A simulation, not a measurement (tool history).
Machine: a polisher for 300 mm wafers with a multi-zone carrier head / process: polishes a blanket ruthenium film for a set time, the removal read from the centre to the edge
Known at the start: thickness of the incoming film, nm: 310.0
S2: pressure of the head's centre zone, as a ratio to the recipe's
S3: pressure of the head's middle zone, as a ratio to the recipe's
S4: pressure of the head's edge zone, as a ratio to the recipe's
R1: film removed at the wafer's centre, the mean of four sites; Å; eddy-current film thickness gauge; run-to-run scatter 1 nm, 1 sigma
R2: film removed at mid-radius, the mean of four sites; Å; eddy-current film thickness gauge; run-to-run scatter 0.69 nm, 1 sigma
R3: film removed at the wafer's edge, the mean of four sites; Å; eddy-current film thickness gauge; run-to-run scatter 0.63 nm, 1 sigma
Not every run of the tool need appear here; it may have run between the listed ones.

Run 1, hour 0: flow of slurry (ml/min) 220, S2 1, S3 1, S4 1, polishing time (s) 66. Result: R1 615.8 Å, R2 598.7 Å, R3 610.57 Å.
Run 2, hour 2.5: flow of slurry (ml/min) 230, S2 0.97, S3 1.04, S4 1.05, polishing time (s) 71. Result: R1 641.89 Å, R2 660.3 Å, R3 669.63 Å.
Run 3, hour 3.4: flow of slurry (ml/min) 235, S2 0.94, S3 1.07, S4 1.08, polishing time (s) 75. Result: R1 652.87 Å, R2 719.15 Å, R3 705.87 Å.
Run 4, hour 8.4: flow of slurry (ml/min) 235, S2 0.9, S3 1.07, S4 1.08, polishing time (s) 75. Result: R1 627.9 Å, R2 719.16 Å, R3 721.53 Å.
Run 5, hour 9.4: flow of slurry (ml/min) 235, S2 0.9, S3 1.1, S4 1.08, polishing time (s) 75. Result: R1 619.29 Å, R2 730.74 Å, R3 716.49 Å.
Run 6, hour 14.7: flow of slurry (ml/min) 235, S2 0.86, S3 1.1, S4 1.08, polishing time (s) 75. Result: R1 613.92 Å, R2 729.7 Å, R3 713.29 Å.
Run 7, hour 22.8: flow of slurry (ml/min) 245, S2 0.87, S3 1.1, S4 1.1, polishing time (s) 78. Result: R1 629.12 Å, R2 762.78 Å, R3 764.6 Å.

What will run 8 give?
Run 8, hour 30.6: flow of slurry (ml/min) 275, S2 0.97, S3 1.19, S4 1.17, polishing time (s) 83. Result: R1 ?, R2 ?, R3 ?.

{"run 8": {"R1": 742.92, "R2": 865.57, "R3": 823.47}}
